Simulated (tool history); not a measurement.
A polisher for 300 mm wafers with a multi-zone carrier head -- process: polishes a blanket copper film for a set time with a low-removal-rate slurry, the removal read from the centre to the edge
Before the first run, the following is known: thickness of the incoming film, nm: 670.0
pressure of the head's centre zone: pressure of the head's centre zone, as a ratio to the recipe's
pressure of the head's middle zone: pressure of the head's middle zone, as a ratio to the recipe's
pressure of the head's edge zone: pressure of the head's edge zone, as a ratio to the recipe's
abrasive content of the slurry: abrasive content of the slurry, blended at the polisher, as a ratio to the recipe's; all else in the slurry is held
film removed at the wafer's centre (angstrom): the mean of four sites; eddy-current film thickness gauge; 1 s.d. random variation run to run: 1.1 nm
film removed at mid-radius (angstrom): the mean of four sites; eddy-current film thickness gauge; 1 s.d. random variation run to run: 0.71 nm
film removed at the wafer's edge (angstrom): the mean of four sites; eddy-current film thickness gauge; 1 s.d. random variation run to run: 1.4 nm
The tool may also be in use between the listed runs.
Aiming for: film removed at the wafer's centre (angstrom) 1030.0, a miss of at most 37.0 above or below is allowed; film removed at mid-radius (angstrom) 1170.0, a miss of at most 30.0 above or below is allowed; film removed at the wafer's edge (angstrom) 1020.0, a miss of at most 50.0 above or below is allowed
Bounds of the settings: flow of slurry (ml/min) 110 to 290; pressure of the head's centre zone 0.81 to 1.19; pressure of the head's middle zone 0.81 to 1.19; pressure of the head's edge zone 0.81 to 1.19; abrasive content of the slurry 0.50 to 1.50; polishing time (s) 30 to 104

run	hour	flow of slurry (ml/min)	pressure of the head's centre zone	pressure of the head's middle zone	pressure of the head's edge zone	abrasive content of the slurry	polishing time (s)	film removed at the wafer's centre (angstrom)	film removed at mid-radius (angstrom)	film removed at the wafer's edge (angstrom)
1	0.0	185	1.00	1.00	1.00	1.00	67	1636.6	1671.0	1697.6
2	4.9	185	0.99	1.02	0.95	0.85	61	1438.1	1476.3	1433.9
3	7.4	180	0.96	1.03	0.91	0.75	58	1285.9	1373.4	1294.1
4	10.7	180	0.96	1.03	0.91	0.90	58	1321.4	1449.6	1365.2
5	19.6	180	0.96	1.03	0.91	0.70	58	1265.4	1362.5	1276.6
6	20.9	150	0.96	1.03	0.91	0.70	58	1222.5	1314.5	1229.1
7	29.3	140	0.95	1.03	0.88	0.65	57	1148.7	1253.4	1190.2
8	30.9	140	0.95	1.03	0.88	0.65	57	1181.7	1272.9	1171.7
9	33.9	135	0.94	1.03	0.86	0.60	56	1101.5	1221.4	1133.6
10	38.1	130	0.94	1.04	0.85	0.55	55	1045.8	1161.6	1073.8

Below are 5 possible settings for the next run. Only one of them brings all results inside the allowed miss of their targets. Which is it?
A	42.3	115	0.98	1.12	0.84	0.50	54	?	?	?
B	42.3	135	0.94	1.08	1.03	0.70	53	?	?	?
C	42.3	120	0.89	0.98	0.89	0.60	60	?	?	?
D	42.3	120	0.93	0.96	0.89	0.50	61	?	?	?
E	42.3	120	0.95	0.99	0.86	0.50	59	?	?	?

move	film removed at the wafer's centre (angstrom)	film removed at mid-radius (angstrom)	film removed at the wafer's edge (angstrom)
A	1013.2	1157.7	1021.1
B	1068.4	1228.7	1218.2
C	1082.6	1218.1	1225.0
D	1097.7	1166.2	1192.4
E	1083.3	1155.4	1135.1
A: all results land within tolerance of their targets
B: misses by more than the last run did
C: misses by more than the last run did
D: misses by more than the last run did
E: misses by more than the last run did
A is the move that brings every result within its allowed miss.

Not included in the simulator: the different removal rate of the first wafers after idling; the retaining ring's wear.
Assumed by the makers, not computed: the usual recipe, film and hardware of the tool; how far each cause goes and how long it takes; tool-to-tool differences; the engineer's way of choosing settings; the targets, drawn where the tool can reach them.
